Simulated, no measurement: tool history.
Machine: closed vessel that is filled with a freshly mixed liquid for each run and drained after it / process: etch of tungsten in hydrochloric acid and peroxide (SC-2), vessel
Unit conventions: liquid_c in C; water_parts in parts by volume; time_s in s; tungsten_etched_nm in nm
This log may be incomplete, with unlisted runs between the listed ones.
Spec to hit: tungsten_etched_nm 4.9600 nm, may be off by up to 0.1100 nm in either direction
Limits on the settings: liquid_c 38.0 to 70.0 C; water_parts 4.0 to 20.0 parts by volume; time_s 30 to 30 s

Run 1, hour 0.0: liquid_c 54.0 C, water_parts 11.0 parts by volume, time_s 30 s. Result: tungsten_etched_nm 8.7133 nm.
Run 2, hour 8.3: liquid_c 60.0 C, water_parts 11.0 parts by volume, time_s 30 s. Result: tungsten_etched_nm 12.7040 nm.
Run 3, hour 17.4: liquid_c 60.0 C, water_parts 11.0 parts by volume, time_s 30 s. Result: tungsten_etched_nm 12.7800 nm.
Run 4, hour 22.9: liquid_c 55.5 C, water_parts 11.0 parts by volume, time_s 30 s. Result: tungsten_etched_nm 9.5268 nm.
Run 5, hour 30.5: liquid_c 55.5 C, water_parts 12.5 parts by volume, time_s 30 s. Result: tungsten_etched_nm 8.5027 nm.
Run 6, hour 36.6: liquid_c 55.5 C, water_parts 9.0 parts by volume, time_s 30 s. Result: tungsten_etched_nm 11.2940 nm.
Run 7, hour 43.4: liquid_c 51.5 C, water_parts 9.0 parts by volume, time_s 30 s. Result: tungsten_etched_nm 8.7110 nm.
Run 8, hour 45.7: liquid_c 48.5 C, water_parts 9.0 parts by volume, time_s 30 s. Result: tungsten_etched_nm 7.0808 nm.
Run 9, hour 50.8: liquid_c 47.0 C, water_parts 9.0 parts by volume, time_s 30 s. Result: tungsten_etched_nm 6.4107 nm.
Run 10, hour 58.2: liquid_c 46.0 C, water_parts 9.0 parts by volume, time_s 30 s. Result: tungsten_etched_nm 6.0137 nm.
Run 11, hour 59.8: liquid_c 42.5 C, water_parts 9.0 parts by volume, time_s 30 s. Result: tungsten_etched_nm 4.7105 nm.

4 candidate next runs follow, results not yet known. Just one meets every target within its allowed miss. Identify it.
Run A, hour 61.4: liquid_c 42.0 C, water_parts 8.0 parts by volume, time_s 30 s. Result: tungsten_etched_nm ?.
Run B, hour 61.4: liquid_c 46.0 C, water_parts 10.5 parts by volume, time_s 30 s. Result: tungsten_etched_nm ?.
Run C, hour 61.4: liquid_c 41.5 C, water_parts 8.5 parts by volume, time_s 30 s. Result: tungsten_etched_nm ?.
Run D, hour 61.4: liquid_c 38.5 C, water_parts 5.5 parts by volume, time_s 30 s. Result: tungsten_etched_nm ?.

move  tungsten_etched_nm
   A              4.9782
   B              5.2532
   C              4.5776
   D              5.1791
A: each result inside its tolerance
B: the result that was furthest off in the last run now lies on the other side of its target
C: its largest miss is bigger than the last run's
D: the result that was furthest off in the last run now lies on the other side of its target
A is the move that brings every result within its allowed miss.

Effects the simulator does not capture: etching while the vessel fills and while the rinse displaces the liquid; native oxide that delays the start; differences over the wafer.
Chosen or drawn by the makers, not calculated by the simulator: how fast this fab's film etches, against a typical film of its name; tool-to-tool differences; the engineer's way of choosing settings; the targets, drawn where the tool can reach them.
